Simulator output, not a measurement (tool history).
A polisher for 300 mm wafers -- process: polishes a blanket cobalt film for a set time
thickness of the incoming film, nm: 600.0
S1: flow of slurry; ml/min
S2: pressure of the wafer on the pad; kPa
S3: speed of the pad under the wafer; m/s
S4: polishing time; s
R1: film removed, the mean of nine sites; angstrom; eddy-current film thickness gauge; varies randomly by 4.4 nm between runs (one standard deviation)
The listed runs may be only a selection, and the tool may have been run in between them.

run    day   S1    S2    S3  S4      R1
  1      0  315  16.5  1.04  47    2975
  2  0.029  285  16.5  1.04  47  2886.9
  3  0.192  285  13.8  1.04  47  2426.7
  4  0.421  285  13.8  1.04  47  2464.1
  5   0.75  240  13.8  1.04  47  2403.5
  6  0.921  240  15.2  1.04  47  2599.9

Forecast run 7:
  7  1.267  245  15.9  1.04  47   ?

Run 7 yielded R1 2715.3 angstrom.
